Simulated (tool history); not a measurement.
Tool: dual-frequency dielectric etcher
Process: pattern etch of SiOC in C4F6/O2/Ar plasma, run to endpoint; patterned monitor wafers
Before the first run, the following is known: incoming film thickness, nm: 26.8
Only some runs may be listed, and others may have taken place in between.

| run | hour | bias power (W) | source power (W) | endpoint time (s) |
|---|---|---|---|---|
| 1 | 0.0 | 580 | 270 | 10.3040 |
| 2 | 7.5 | 526 | 270 | 10.6600 |
| 3 | 9.3 | 526 | 300 | 10.3270 |
| 4 | 12.6 | 545 | 300 | 10.1710 |
| 5 | 16.6 | 561 | 300 | 10.0240 |
| 6 | 18.6 | 574 | 300 | 10.0270 |

The next listed run, before its measurement:
| 7 | 19.3 | 589 | 300 | ? |

{"run 7": {"endpoint time (s)": 9.7749}}
